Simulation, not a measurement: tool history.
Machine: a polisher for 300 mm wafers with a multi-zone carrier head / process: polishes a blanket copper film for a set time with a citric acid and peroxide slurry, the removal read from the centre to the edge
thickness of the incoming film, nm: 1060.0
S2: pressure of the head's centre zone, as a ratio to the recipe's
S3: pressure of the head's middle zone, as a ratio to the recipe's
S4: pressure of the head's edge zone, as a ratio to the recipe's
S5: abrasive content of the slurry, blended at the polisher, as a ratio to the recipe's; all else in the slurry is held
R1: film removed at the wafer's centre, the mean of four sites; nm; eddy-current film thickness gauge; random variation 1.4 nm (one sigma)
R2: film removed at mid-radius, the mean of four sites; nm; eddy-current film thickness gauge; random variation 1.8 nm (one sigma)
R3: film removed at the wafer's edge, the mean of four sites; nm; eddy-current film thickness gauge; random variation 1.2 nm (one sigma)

{"run": 1, "hour": 0.0, "flow of slurry (ml/min)": 250, "S2": 1.0, "S3": 1.0, "S4": 1.0, "S5": 1.0, "polishing time (s)": 41, "R1": 81.622, "R2": 94.44, "R3": 91.72}
{"run": 2, "hour": 1.9, "flow of slurry (ml/min)": 255, "S2": 1.01, "S3": 0.98, "S4": 1.05, "S5": 1.15, "polishing time (s)": 44, "R1": 91.589, "R2": 100.9, "R3": 101.52}
{"run": 3, "hour": 4.9, "flow of slurry (ml/min)": 255, "S2": 1.01, "S3": 0.98, "S4": 1.05, "S5": 1.05, "polishing time (s)": 44, "R1": 89.051, "R2": 97.644, "R3": 102.39}
{"run": 4, "hour": 10.1, "flow of slurry (ml/min)": 260, "S2": 1.01, "S3": 0.98, "S4": 1.08, "S5": 1.1, "polishing time (s)": 47, "R1": 97.273, "R2": 108.52, "R3": 110.02}
{"run": 5, "hour": 11.0, "flow of slurry (ml/min)": 260, "S2": 1.01, "S3": 0.98, "S4": 1.08, "S5": 1.1, "polishing time (s)": 51, "R1": 103.46, "R2": 114.94, "R3": 118.73}
{"run": 6, "hour": 16.1, "flow of slurry (ml/min)": 265, "S2": 1.01, "S3": 0.96, "S4": 1.11, "S5": 1.15, "polishing time (s)": 52, "R1": 108.16, "R2": 118.79, "R3": 124.79}

Run 7 is up next; what results do you expect?
{"run": 7, "hour": 19.8, "flow of slurry (ml/min)": 270, "S2": 1.01, "S3": 0.94, "S4": 1.14, "S5": 1.2, "polishing time (s)": 53, "R1": "?", "R2": "?", "R3": "?"}

Run 7 measured R1 110.040 nm, R2 117.610 nm, R3 131.46 nm.
